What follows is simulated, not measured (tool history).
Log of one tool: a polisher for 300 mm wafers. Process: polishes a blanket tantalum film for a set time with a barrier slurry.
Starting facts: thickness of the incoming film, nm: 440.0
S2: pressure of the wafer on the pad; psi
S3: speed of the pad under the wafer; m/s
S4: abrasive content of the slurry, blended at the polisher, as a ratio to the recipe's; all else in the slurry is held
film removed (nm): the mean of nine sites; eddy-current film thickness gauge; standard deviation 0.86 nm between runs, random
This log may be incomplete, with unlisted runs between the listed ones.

Run 1, hour 0.0: flow of slurry (ml/min) 315, S2 2.5 psi, S3 1.16 m/s, S4 1.0, polishing time (s) 72. Result: film removed (nm) 168.36.
Run 2, hour 5.9: flow of slurry (ml/min) 315, S2 2.5 psi, S3 1.36 m/s, S4 1.0, polishing time (s) 72. Result: film removed (nm) 191.63.
Run 3, hour 7.9: flow of slurry (ml/min) 360, S2 2.5 psi, S3 1.36 m/s, S4 1.0, polishing time (s) 72. Result: film removed (nm) 198.06.
Run 4, hour 9.7: flow of slurry (ml/min) 400, S2 2.5 psi, S3 1.36 m/s, S4 1.0, polishing time (s) 72. Result: film removed (nm) 197.25.
Run 5, hour 12.5: flow of slurry (ml/min) 400, S2 2.1 psi, S3 1.28 m/s, S4 1.0, polishing time (s) 72. Result: film removed (nm) 160.75.
Run 6, hour 18.3: flow of slurry (ml/min) 400, S2 2.1 psi, S3 1.28 m/s, S4 1.0, polishing time (s) 75. Result: film removed (nm) 167.65.
Run 7, hour 21.2: flow of slurry (ml/min) 400, S2 1.8 psi, S3 1.20 m/s, S4 1.0, polishing time (s) 75. Result: film removed (nm) 140.82.

Run 8 is up next; what results do you expect?
Run 8, hour 28.8: flow of slurry (ml/min) 400, S2 1.6 psi, S3 1.14 m/s, S4 1.0, polishing time (s) 75. Result: film removed (nm) ?.

film removed (nm): 123.62
